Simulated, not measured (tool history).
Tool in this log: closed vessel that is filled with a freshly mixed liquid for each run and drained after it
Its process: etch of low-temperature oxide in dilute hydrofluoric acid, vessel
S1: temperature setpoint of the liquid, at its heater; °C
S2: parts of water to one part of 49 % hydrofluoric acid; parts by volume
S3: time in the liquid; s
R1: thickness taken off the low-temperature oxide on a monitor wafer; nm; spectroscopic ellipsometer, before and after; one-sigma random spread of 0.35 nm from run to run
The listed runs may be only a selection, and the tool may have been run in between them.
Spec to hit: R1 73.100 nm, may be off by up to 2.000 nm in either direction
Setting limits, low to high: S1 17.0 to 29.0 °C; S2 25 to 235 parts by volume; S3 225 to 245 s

run,hour,S1,S2,S3,R1
1,0.0,21.0,130,225,49.042
2,5.6,21.0,170,225,35.910
3,9.6,23.5,155,225,43.837
4,10.7,20.0,155,225,38.562
5,18.1,20.0,155,225,38.479
6,23.4,20.0,155,245,42.065
7,30.8,23.0,145,245,51.173
8,38.6,25.0,140,245,57.328
9,43.3,26.0,135,245,62.594
10,51.8,27.0,135,245,64.412
11,54.0,27.5,130,245,68.740
12,61.5,28.0,130,245,70.259

Next run, 4 choices. One meets every target within its allowed miss, the rest don't. Which?
A,69.0,29.0,130,245,?
B,69.0,27.0,125,230,?
C,69.0,24.5,115,230,?
D,69.0,26.0,120,230,?

move,R1
A,72.669
B,66.269
C,66.256
D,66.872
A: hits every target within its allowed miss
B: its largest miss is bigger than the last run's
C: its largest miss is bigger than the last run's
D: its largest miss is bigger than the last run's
A meets every target.
